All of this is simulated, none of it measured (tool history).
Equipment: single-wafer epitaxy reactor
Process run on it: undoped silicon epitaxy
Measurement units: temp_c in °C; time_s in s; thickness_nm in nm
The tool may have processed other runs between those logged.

| run | hour | temp_c | time_s | thickness_nm |
|---|---|---|---|---|
| 1 | 0 | 660 | 378 | 73.834 |
| 2 | 6.8 | 651 | 378 | 59.214 |
| 3 | 14.1 | 651 | 346 | 53.777 |
| 4 | 22.2 | 657 | 346 | 62.714 |
| 5 | 25.7 | 660 | 347 | 67.514 |
| 6 | 28.3 | 660 | 310 | 60.259 |
| 7 | 34.1 | 672 | 316 | 82.273 |
| 8 | 42.9 | 673 | 316 | 84.143 |

Run 9 comes next. What will it give?
| 9 | 47.9 | 674 | 316 | ? |

{"run 9": {"thickness_nm": 86.183}}
